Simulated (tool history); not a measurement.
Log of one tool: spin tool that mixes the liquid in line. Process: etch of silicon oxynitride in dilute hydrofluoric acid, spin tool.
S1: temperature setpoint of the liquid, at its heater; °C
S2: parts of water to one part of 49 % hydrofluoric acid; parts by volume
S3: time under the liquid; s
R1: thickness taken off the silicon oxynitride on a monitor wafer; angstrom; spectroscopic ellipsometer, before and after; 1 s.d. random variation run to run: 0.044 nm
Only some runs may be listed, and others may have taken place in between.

| run | hour | S1 | S2 | S3 | R1 |
|---|---|---|---|---|---|
| 1 | 0 | 22 | 150 | 315 | 55.809 |
| 2 | 6 | 21.5 | 150 | 315 | 54.695 |
| 3 | 8.9 | 23 | 150 | 315 | 58.986 |
| 4 | 16.9 | 22.5 | 150 | 315 | 57.32 |
| 5 | 22.4 | 22 | 150 | 315 | 56.692 |
| 6 | 30 | 22 | 120 | 315 | 71.776 |
| 7 | 36 | 21.5 | 125 | 315 | 67.4 |

Run 8 comes next. What will it give?
| 8 | 38.9 | 21 | 130 | 315 | ? |

Run 8 came out at R1 61.487 angstrom.
